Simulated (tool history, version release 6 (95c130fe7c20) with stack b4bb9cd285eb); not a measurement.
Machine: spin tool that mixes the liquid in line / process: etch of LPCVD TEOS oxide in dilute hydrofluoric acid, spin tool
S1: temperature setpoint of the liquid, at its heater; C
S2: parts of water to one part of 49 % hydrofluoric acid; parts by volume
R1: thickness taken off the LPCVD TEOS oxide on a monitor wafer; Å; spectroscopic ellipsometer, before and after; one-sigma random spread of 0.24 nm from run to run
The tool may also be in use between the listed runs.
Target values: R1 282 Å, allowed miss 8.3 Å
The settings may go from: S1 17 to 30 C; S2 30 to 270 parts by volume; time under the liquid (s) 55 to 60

Run 1, day 0: S1 22 C, S2 150 parts by volume, time under the liquid (s) 55. Result: R1 115.79 Å.
Run 2, day 0.362: S1 22 C, S2 150 parts by volume, time under the liquid (s) 60. Result: R1 126.46 Å.
Run 3, day 0.583: S1 22 C, S2 150 parts by volume, time under the liquid (s) 60. Result: R1 126.02 Å.
Run 4, day 0.704: S1 24.5 C, S2 130 parts by volume, time under the liquid (s) 60. Result: R1 166.59 Å.
Run 5, day 0.954: S1 24.5 C, S2 130 parts by volume, time under the liquid (s) 60. Result: R1 166.45 Å.
Run 6, day 1.262: S1 24.5 C, S2 175 parts by volume, time under the liquid (s) 60. Result: R1 115.2 Å.
Run 7, day 1.55: S1 24.5 C, S2 175 parts by volume, time under the liquid (s) 60. Result: R1 116.58 Å.
Run 8, day 1.746: S1 24.5 C, S2 175 parts by volume, time under the liquid (s) 60. Result: R1 116.59 Å.
Run 9, day 1.942: S1 26 C, S2 145 parts by volume, time under the liquid (s) 60. Result: R1 152.63 Å.
Run 10, day 1.971: S1 27 C, S2 125 parts by volume, time under the liquid (s) 60. Result: R1 188.04 Å.
Run 11, day 2.129: S1 30 C, S2 85 parts by volume, time under the liquid (s) 60. Result: R1 326.78 Å.
Run 12, day 2.171: S1 29 C, S2 85 parts by volume, time under the liquid (s) 60. Result: R1 319.51 Å.
Run 13, day 2.5: S1 28 C, S2 85 parts by volume, time under the liquid (s) 60. Result: R1 301.58 Å.
Run 14, day 2.55: S1 27.5 C, S2 85 parts by volume, time under the liquid (s) 60. Result: R1 301.71 Å.
Run 15, day 2.862: S1 27 C, S2 85 parts by volume, time under the liquid (s) 60. Result: R1 296.66 Å.

Exercise: of the 5 proposed moves below, exactly one satisfies all targets within the stated allowed misses. Which move is it?
Run A, day 3.175: S1 26.5 C, S2 75 parts by volume, time under the liquid (s) 55. Result: R1 ?.
Run B, day 3.175: S1 29 C, S2 85 parts by volume, time under the liquid (s) 60. Result: R1 ?.
Run C, day 3.175: S1 26.5 C, S2 80 parts by volume, time under the liquid (s) 60. Result: R1 ?.
Run D, day 3.175: S1 23 C, S2 70 parts by volume, time under the liquid (s) 55. Result: R1 ?.
Run E, day 3.175: S1 24.5 C, S2 75 parts by volume, time under the liquid (s) 60. Result: R1 ?.

move      R1
   A  305.37
   B  319.52
   C  310.21
   D  286.12
   E  307.61
A: moves away from the targets compared with the last run
B: moves away from the targets compared with the last run
C: moves away from the targets compared with the last run
D: in spec on every target
E: moves away from the targets compared with the last run
Correct choice: D, which meets every target

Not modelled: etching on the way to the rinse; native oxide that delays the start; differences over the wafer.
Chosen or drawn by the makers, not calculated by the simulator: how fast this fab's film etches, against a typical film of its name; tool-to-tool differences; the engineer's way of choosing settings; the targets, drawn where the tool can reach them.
